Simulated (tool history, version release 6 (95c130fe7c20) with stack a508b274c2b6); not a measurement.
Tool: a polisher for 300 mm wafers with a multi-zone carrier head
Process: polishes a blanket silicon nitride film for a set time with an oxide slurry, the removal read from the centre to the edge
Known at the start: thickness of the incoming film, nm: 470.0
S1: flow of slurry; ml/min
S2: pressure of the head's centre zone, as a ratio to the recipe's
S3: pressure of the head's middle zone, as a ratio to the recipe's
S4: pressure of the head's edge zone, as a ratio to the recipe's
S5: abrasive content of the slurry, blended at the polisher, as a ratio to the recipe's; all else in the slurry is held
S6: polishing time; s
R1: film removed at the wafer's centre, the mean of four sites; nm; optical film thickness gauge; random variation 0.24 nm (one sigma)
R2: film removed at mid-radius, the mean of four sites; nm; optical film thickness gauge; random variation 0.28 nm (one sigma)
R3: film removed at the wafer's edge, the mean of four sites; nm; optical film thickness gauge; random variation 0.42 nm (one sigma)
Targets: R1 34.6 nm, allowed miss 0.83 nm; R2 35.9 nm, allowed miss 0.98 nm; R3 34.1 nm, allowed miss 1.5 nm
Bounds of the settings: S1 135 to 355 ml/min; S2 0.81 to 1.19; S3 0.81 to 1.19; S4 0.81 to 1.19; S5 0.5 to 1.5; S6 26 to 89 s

| run | day | S1 | S2 | S3 | S4 | S5 | S6 | R1 | R2 | R3 |
|---|---|---|---|---|---|---|---|---|---|---|
| 1 | 0 | 225 | 1 | 1 | 1 | 1 | 57 | 57.58 | 50.853 | 50.448 |
| 2 | 0.033 | 225 | 1 | 1 | 1.08 | 1 | 57 | 57.573 | 50.942 | 51.376 |
| 3 | 0.354 | 225 | 1 | 1.06 | 1.08 | 1 | 57 | 58.176 | 52.353 | 51.578 |
| 4 | 0.6 | 280 | 1 | 1.06 | 1.08 | 1 | 57 | 60.26 | 54.843 | 52.873 |
|  | 0.908 | centre zone pressure recalibrated |
| 5 | 0.908 | 280 | 1 | 1.06 | 1.04 | 1 | 57 | 53.913 | 54.742 | 51.877 |
| 6 | 1.012 | 245 | 0.99 | 1.04 | 0.98 | 0.85 | 56 | 47.955 | 48.405 | 45.335 |
| 7 | 1.379 | 220 | 0.98 | 1.01 | 0.94 | 0.75 | 56 | 44.503 | 43.966 | 42.428 |
| 8 | 1.412 | 245 | 0.9 | 0.99 | 0.84 | 0.5 | 51 | 30.663 | 32.21 | 31.145 |
| 9 | 1.525 | 250 | 0.92 | 1.01 | 0.87 | 0.5 | 51 | 31.37 | 33.212 | 30.767 |
| 10 | 1.788 | 240 | 0.93 | 1.01 | 0.91 | 0.55 | 51 | 33.205 | 35.01 | 33.272 |
| 11 | 2.117 | 240 | 0.94 | 1.01 | 0.92 | 0.55 | 51 | 33.138 | 34.433 | 33.281 |
| 12 | 2.45 | 240 | 0.95 | 1.02 | 0.93 | 0.55 | 51 | 33.698 | 34.434 | 33.432 |

Which of these 4 next moves meets every target?
| A | 2.783 | 235 | 0.94 | 1.1 | 0.85 | 0.6 | 48 | ? | ? | ? |
| B | 2.783 | 175 | 0.9 | 0.92 | 1.02 | 0.5 | 60 | ? | ? | ? |
| C | 2.783 | 210 | 0.87 | 1.07 | 0.83 | 0.65 | 49 | ? | ? | ? |
| D | 2.783 | 345 | 0.96 | 1.05 | 1.03 | 0.65 | 45 | ? | ? | ? |

| move | R1 | R2 | R3 |
|---|---|---|---|
| A | 32.868 | 36.511 | 31.146 |
| B | 33.779 | 34.205 | 36.089 |
| C | 31.752 | 37.376 | 32.524 |
| D | 34.349 | 35.819 | 33.324 |
A: brings the result that was furthest off to its target, and leaves another outside
B: further off than the last run
C: takes the result that was furthest off past its target
D: meets every target
Move D is the one to make.
